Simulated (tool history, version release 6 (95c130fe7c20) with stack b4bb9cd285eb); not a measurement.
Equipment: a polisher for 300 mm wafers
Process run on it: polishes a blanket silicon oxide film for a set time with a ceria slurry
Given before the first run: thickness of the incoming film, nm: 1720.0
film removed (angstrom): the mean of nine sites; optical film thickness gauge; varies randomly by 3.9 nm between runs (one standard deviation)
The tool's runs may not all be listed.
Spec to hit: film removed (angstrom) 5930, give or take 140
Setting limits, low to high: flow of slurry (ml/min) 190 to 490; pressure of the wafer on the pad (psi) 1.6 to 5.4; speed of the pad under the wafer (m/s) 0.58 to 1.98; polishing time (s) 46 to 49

run,hour,flow of slurry (ml/min),pressure of the wafer on the pad (psi),speed of the pad under the wafer (m/s),polishing time (s),film removed (angstrom)
1,0,315,3.5,1.28,46,2790.1
2,7.7,315,3.8,1.32,46,3120
3,12.2,315,3.8,1.5,46,3530.9
4,16.7,315,4.1,1.52,46,3800.6
5,18.4,315,4.3,1.56,46,4119.4
6,23.9,270,4.3,1.56,46,4039.5
7,32.5,285,4.5,1.58,46,4293.4
8,39.5,300,4.6,1.6,46,4479.2
9,47.2,305,4.7,1.62,46,4712.9
10,55.6,330,5.4,1.64,46,5495.2
11,61.8,330,5.4,1.66,46,5566.5
12,62.4,330,5.4,1.68,46,5577.1
13,66.7,330,5.4,1.7,46,5550.3
14,73.3,330,5.4,1.72,46,5645.2

Which one of the following 4 next-run settings gets every result inside its allowed miss? There is exactly one.
A,79.9,360,5.4,1.58,49,?
B,79.9,345,5.4,1.62,48,?
C,79.9,260,5.4,1.76,48,?
D,79.9,370,4,1.98,49,?

move,film removed (angstrom)
A,5575.6
B,5573.9
C,5865.2
D,5171.3
A: lands further from the targets than the last run did
B: lands further from the targets than the last run did
C: each result inside its tolerance
D: lands further from the targets than the last run did
The move that meets every target is C.
